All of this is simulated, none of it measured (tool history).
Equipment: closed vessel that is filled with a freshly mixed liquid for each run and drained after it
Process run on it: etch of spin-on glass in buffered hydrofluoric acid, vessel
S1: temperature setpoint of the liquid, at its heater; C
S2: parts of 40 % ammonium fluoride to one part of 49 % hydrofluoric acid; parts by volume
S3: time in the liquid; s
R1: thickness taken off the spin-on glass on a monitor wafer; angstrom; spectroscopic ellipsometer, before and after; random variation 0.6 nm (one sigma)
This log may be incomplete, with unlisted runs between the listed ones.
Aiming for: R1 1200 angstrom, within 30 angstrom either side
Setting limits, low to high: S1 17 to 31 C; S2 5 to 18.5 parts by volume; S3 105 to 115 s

run 1 hour=0 | S1=23 S2=11.5 S3=105 | R1=1639.6
run 2 hour=1.1 | S1=21.5 S2=11.5 S3=105 | R1=1507.3
run 3 hour=3.1 | S1=24 S2=11.5 S3=105 | R1=1729.8
run 4 hour=7.6 | S1=22 S2=11.5 S3=105 | R1=1561.9
run 5 hour=11.6 | S1=20.5 S2=11.5 S3=105 | R1=1424.4
run 6 hour=19.6 | S1=23 S2=11.5 S3=105 | R1=1651.6
run 7 hour=27.7 | S1=19 S2=11.5 S3=105 | R1=1312
run 8 hour=30.7 | S1=18.5 S2=11.5 S3=105 | R1=1278.9

Which one of the following 4 next-run settings gets every result inside its allowed miss? There is exactly one.
run A hour=33.7 | S1=17.5 S2=11.5 S3=105 | R1=?
run B hour=33.7 | S1=17.5 S2=12 S3=115 | R1=?
run C hour=33.7 | S1=18 S2=11 S3=105 | R1=?
run D hour=33.7 | S1=19.5 S2=11 S3=105 | R1=?

move=A R1=1203.5
move=B R1=1264.4
move=C R1=1293.2
move=D R1=1407.5
A: every result within its allowed miss
B: an improvement on the last run, though not all results are within tolerance
C: moves away from the targets compared with the last run
D: moves away from the targets compared with the last run
The right move is A.
